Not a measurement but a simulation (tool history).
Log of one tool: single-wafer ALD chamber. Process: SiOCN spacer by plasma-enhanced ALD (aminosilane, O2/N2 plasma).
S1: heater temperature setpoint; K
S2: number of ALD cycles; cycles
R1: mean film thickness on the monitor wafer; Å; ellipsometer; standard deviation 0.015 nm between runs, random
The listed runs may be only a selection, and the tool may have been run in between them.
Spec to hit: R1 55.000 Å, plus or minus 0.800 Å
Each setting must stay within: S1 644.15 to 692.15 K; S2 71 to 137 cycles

run,day,S1,S2,R1
1,0.000,668.15,104,65.089
2,0.262,660.15,104,64.736
3,0.312,655.15,104,64.919
4,0.429,655.15,99,62.141
5,0.792,655.15,95,59.511
6,1.150,655.15,93,58.313
7,1.471,655.15,93,58.351
8,1.821,655.15,91,56.868

Which one of the following 4 next-run settings gets every result inside its allowed miss? There is exactly one.
A,2.171,658.15,90,?
B,2.171,653.15,85,?
C,2.171,660.15,92,?
D,2.171,644.15,88,?

move,R1
A,56.243
B,53.118
C,57.492
D,54.993
A: nearer than the last run, and not there yet
B: the result that was furthest off in the last run now lies on the other side of its target
C: moves away from the targets compared with the last run
D: each result inside its tolerance
Answer: D
